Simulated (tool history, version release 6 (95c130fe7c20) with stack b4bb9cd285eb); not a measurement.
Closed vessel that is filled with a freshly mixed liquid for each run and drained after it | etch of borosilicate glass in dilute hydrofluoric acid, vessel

| run | hour | temperature setpoint of the liquid (C) | parts of water to one part of 49 % hydrofluoric acid (parts by volume) | time in the liquid (s) | thickness taken off the borosilicate glass on a monitor wafer (angstrom) |
|---|---|---|---|---|---|
| 1 | 0 | 23 | 235 | 30 | 42.45 |
| 2 | 3 | 21 | 260 | 30 | 34.719 |
| 3 | 7.2 | 21 | 260 | 30 | 35.503 |
| 4 | 8.4 | 21 | 205 | 30 | 46.535 |
| 5 | 9.5 | 21 | 265 | 30 | 34.276 |
| 6 | 18.5 | 20 | 280 | 30 | 30.755 |

The next listed run, before its measurement:
| 7 | 19.6 | 19 | 290 | 30 | ? |

Run 7 gave thickness taken off the borosilicate glass on a monitor wafer (angstrom) 28.603.

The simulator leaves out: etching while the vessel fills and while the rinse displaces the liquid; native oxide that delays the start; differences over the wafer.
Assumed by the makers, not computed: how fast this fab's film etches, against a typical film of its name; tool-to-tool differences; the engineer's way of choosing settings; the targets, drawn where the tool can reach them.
